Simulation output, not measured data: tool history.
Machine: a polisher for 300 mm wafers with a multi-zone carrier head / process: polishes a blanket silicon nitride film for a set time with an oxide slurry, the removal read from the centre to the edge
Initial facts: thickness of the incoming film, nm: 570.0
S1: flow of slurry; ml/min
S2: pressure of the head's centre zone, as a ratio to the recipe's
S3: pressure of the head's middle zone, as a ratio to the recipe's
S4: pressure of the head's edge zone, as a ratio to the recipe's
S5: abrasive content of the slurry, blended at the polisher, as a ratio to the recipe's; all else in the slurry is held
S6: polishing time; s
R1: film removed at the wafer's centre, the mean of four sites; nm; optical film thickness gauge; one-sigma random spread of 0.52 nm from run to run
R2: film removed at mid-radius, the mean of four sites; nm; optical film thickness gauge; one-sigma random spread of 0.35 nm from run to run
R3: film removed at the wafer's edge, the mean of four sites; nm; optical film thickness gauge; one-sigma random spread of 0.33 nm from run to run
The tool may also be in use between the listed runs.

run 1 day=0.000 | S1=155 S2=1.00 S3=1.00 S4=1.00 S5=1.00 S6=83 | R1=55.939 R2=56.366 R3=54.988
run 2 day=0.325 | S1=155 S2=1.00 S3=1.00 S4=1.00 S5=0.80 S6=83 | R1=51.669 R2=49.986 R3=49.185
run 3 day=0.646 | S1=150 S2=0.99 S3=1.03 S4=0.95 S5=0.75 S6=83 | R1=48.658 R2=49.327 R3=46.771
run 4 day=0.975 | S1=150 S2=0.99 S3=0.95 S4=0.95 S5=0.75 S6=83 | R1=48.105 R2=45.832 R3=46.739
run 5 day=1.179 | S1=165 S2=0.99 S3=0.95 S4=0.95 S5=0.75 S6=83 | R1=49.691 R2=48.214 R3=46.711
run 6 day=1.225 | S1=165 S2=1.02 S3=0.95 S4=0.95 S5=0.75 S6=83 | R1=51.787 R2=47.299 R3=46.869

Expected results for the next run?
run 7 day=1.288 | S1=170 S2=1.01 S3=0.98 S4=0.92 S5=0.70 S6=82 | R1=? R2=? R3=?

{"run 7": {"R1": 48.223, "R2": 46.654, "R3": 44.297}}

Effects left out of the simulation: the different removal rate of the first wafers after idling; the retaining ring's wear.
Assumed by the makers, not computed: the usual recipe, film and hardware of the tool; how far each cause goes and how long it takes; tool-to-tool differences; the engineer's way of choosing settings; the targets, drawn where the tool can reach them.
